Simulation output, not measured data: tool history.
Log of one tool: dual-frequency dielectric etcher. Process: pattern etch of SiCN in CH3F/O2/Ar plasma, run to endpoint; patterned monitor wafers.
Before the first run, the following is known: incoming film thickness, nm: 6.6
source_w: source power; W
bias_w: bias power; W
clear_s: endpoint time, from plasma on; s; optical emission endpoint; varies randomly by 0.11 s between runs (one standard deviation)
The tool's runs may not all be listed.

run  hour  source_w  bias_w  clear_s
  1     0       310      92   18.186
  2   7.6       340      96   17.407
  3  11.4       340     111   16.039
  4  18.3       340      98   17.325
  5  26.3       340      90   17.888
  6  28.7       400      90   16.682

Run 7 has not been measured yet. What should we expect?
  7  37.2       400      90        ?

Run 7 gave clear_s 16.842 s.
